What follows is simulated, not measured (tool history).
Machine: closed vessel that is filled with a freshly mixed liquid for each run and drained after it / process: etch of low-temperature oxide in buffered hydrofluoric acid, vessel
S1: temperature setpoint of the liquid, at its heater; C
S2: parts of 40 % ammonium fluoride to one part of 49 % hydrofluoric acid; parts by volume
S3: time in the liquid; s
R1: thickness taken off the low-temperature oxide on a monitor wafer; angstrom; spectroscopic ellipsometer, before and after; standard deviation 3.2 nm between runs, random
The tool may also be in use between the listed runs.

| run | day | S1 | S2 | S3 | R1 |
|---|---|---|---|---|---|
| 1 | 0 | 22 | 14.5 | 85 | 2854 |
| 2 | 0.138 | 22 | 17 | 85 | 2477.6 |
| 3 | 0.217 | 23 | 17 | 85 | 2573.5 |
| 4 | 0.583 | 23 | 17 | 85 | 2556.2 |
| 5 | 0.812 | 23 | 20.5 | 85 | 2138.6 |
| 6 | 0.971 | 24 | 20 | 85 | 2288.4 |
| 7 | 1.188 | 25 | 19.5 | 85 | 2508.8 |
| 8 | 1.496 | 26 | 19.5 | 85 | 2634 |
| 9 | 1.858 | 26.5 | 19.5 | 85 | 2742.2 |
| 10 | 2.042 | 27 | 19.5 | 85 | 2769.6 |
| 11 | 2.404 | 27 | 19.5 | 85 | 2817.5 |

What does the tool deliver on the next run?
| 12 | 2.65 | 27.5 | 19.5 | 85 | ? |

R1: 2893.8 angstrom
